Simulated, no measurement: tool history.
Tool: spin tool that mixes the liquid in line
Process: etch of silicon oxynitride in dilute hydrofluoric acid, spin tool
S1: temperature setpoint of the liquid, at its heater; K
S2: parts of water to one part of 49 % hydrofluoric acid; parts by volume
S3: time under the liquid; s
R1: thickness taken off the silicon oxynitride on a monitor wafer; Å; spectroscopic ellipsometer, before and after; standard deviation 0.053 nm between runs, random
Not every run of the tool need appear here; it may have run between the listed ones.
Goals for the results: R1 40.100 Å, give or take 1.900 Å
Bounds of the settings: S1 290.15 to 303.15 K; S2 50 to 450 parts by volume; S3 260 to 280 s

run	day	S1	S2	S3	R1
1	0.000	295.15	250	260	26.985
2	0.079	297.15	245	260	29.663
3	0.250	298.65	235	260	33.334
4	0.433	299.65	235	260	35.367
5	0.717	299.65	175	260	49.789
6	0.979	298.65	175	260	47.567
7	1.296	297.65	175	260	44.782
8	1.338	297.15	175	260	44.009

Exactly one of the 5 candidate moves below puts every result within its allowed miss. Which one?
A	1.379	298.15	185	265	?
B	1.379	297.65	175	265	?
C	1.379	296.15	140	260	?
D	1.379	296.15	160	280	?
E	1.379	298.65	200	260	?

move	R1
A	44.070
B	45.916
C	54.025
D	50.136
E	40.411
A: no better and no worse than the last run
B: moves away from the targets compared with the last run
C: moves away from the targets compared with the last run
D: moves away from the targets compared with the last run
E: every result lands within tolerance
E meets every target.

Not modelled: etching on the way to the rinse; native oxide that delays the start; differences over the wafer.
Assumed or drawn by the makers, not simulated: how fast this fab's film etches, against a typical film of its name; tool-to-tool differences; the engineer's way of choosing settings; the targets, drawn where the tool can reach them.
